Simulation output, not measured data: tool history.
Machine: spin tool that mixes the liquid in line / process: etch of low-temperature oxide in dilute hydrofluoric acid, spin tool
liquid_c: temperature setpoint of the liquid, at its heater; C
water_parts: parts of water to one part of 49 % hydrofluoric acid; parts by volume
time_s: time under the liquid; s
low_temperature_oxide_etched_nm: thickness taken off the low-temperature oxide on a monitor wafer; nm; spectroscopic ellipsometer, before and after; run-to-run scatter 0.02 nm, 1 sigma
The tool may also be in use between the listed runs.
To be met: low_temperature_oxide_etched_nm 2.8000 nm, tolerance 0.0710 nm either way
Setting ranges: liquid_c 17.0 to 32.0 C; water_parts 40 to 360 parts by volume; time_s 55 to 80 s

| run | hour | liquid_c | water_parts | time_s | low_temperature_oxide_etched_nm |
|---|---|---|---|---|---|
| 1 | 0.0 | 24.0 | 200 | 80 | 6.1422 |
| 2 | 3.1 | 24.0 | 200 | 80 | 6.0477 |
| 3 | 5.2 | 23.0 | 200 | 80 | 5.7995 |
| 4 | 7.5 | 25.0 | 200 | 80 | 6.2798 |
| 5 | 8.2 | 27.0 | 200 | 80 | 6.7004 |
| 6 | 16.7 | 24.5 | 225 | 80 | 5.3375 |
| 7 | 25.6 | 22.5 | 245 | 80 | 4.4007 |
| 8 | 29.3 | 21.0 | 255 | 80 | 3.9962 |
| 9 | 34.0 | 20.0 | 265 | 80 | 3.6624 |

Pick the move, out of 4, that brings all results within their allowed miss; only one does.
| A | 38.7 | 22.0 | 260 | 55 | ? |
| B | 38.7 | 20.0 | 330 | 70 | ? |
| C | 38.7 | 20.0 | 200 | 80 | ? |
| D | 38.7 | 23.0 | 280 | 55 | ? |

| move | low_temperature_oxide_etched_nm |
|---|---|
| A | 2.8034 |
| B | 2.4523 |
| C | 5.2136 |
| D | 2.6468 |
A: every result within its allowed miss
B: the result that was furthest off in the last run now lies on the other side of its target
C: further off than the last run
D: the result that was furthest off in the last run now lies on the other side of its target
Go with A: it meets all targets.
